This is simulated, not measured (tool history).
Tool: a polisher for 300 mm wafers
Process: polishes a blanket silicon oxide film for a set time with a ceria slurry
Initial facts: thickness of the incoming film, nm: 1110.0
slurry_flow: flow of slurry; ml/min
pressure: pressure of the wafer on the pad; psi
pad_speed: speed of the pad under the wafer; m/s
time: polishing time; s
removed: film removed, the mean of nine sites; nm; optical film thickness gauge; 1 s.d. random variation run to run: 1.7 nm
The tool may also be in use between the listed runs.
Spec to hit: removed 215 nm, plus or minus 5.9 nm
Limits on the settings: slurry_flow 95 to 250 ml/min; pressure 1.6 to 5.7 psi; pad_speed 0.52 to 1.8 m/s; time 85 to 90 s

Run 1, hour 0: slurry_flow 160 ml/min, pressure 3.6 psi, pad_speed 1.16 m/s, time 85 s. Result: removed 409.79 nm.
Run 2, hour 5: slurry_flow 160 ml/min, pressure 3.6 psi, pad_speed 1.16 m/s, time 90 s. Result: removed 434.7 nm.
Run 3, hour 7.8: slurry_flow 160 ml/min, pressure 3.6 psi, pad_speed 1.16 m/s, time 90 s. Result: removed 440.06 nm.
Run 4, hour 13.2: slurry_flow 140 ml/min, pressure 3.6 psi, pad_speed 1.16 m/s, time 90 s. Result: removed 428.18 nm.
Run 5, hour 21.2: slurry_flow 140 ml/min, pressure 3.6 psi, pad_speed 1.16 m/s, time 85 s. Result: removed 407.61 nm.
Run 6, hour 27.3: slurry_flow 140 ml/min, pressure 3 psi, pad_speed 1.12 m/s, time 85 s. Result: removed 328.53 nm.
Run 7, hour 33.2: slurry_flow 140 ml/min, pressure 2.6 psi, pad_speed 1.12 m/s, time 85 s. Result: removed 288.11 nm.
Run 8, hour 34.5: slurry_flow 140 ml/min, pressure 2.3 psi, pad_speed 1.12 m/s, time 85 s. Result: removed 256.37 nm.
Run 9, hour 35: slurry_flow 140 ml/min, pressure 2.1 psi, pad_speed 1.12 m/s, time 85 s. Result: removed 235.51 nm.
Run 10, hour 37.5: slurry_flow 140 ml/min, pressure 2 psi, pad_speed 1.12 m/s, time 85 s. Result: removed 225.03 nm.

4 next moves are on the table. One of them brings every result within its allowed miss. Which?
Run A, hour 40: slurry_flow 135 ml/min, pressure 2.2 psi, pad_speed 0.98 m/s, time 89 s. Result: removed ?.
Run B, hour 40: slurry_flow 125 ml/min, pressure 1.9 psi, pad_speed 1.12 m/s, time 86 s. Result: removed ?.
Run C, hour 40: slurry_flow 180 ml/min, pressure 2.5 psi, pad_speed 0.8 m/s, time 87 s. Result: removed ?.
Run D, hour 40: slurry_flow 120 ml/min, pressure 2.1 psi, pad_speed 1.14 m/s, time 89 s. Result: removed ?.

move  removed
   A   234.26
   B   213.51
   C   235.51
   D    244.5
A: misses by more than the last run did
B: in spec on every target
C: misses by more than the last run did
D: misses by more than the last run did
B is the move that brings every result within its allowed miss.

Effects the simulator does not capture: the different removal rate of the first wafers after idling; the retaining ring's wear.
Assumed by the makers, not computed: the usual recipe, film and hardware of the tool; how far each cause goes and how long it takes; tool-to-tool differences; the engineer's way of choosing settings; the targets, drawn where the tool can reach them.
